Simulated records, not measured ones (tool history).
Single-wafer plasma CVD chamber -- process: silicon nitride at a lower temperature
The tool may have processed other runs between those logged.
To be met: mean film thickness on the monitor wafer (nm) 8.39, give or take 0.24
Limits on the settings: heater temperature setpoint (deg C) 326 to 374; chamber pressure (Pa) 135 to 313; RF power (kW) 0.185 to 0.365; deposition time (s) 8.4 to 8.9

run	hour	heater temperature setpoint (deg C)	chamber pressure (Pa)	RF power (kW)	deposition time (s)	mean film thickness on the monitor wafer (nm)
1	0	350	224	0.275	8.9	10.518
2	6.4	350	224	0.275	8.4	9.9176
3	14.1	350	216	0.27	8.4	9.6166
4	20.6	350	208	0.27	8.4	9.5758
5	22.5	350	200	0.265	8.4	9.3925
6	26.2	350	195	0.26	8.4	9.219
7	29.9	350	189	0.255	8.4	9.0442
8	31.5	350	185	0.255	8.4	8.9678
9	39.8	350	181	0.255	8.4	8.845
10	47.3	350	177	0.255	8.4	8.7875
11	53.9	350	175	0.255	8.4	8.8022

Which one of the following 5 next-run settings gets every result inside its allowed miss? There is exactly one.
A	60.5	353	179	0.25	8.9	?
B	60.5	360	193	0.235	8.4	?
C	60.5	339	235	0.195	8.4	?
D	60.5	351	151	0.215	8.9	?
E	60.5	347	172	0.225	8.4	?

move	mean film thickness on the monitor wafer (nm)
A	9.3009
B	8.5317
C	7.8281
D	7.9677
E	8.064
A: lands further from the targets than the last run did
B: every result lands within tolerance
C: takes the result that was furthest off past its target
D: takes the result that was furthest off past its target
E: takes the result that was furthest off past its target
Go with B: it meets all targets.
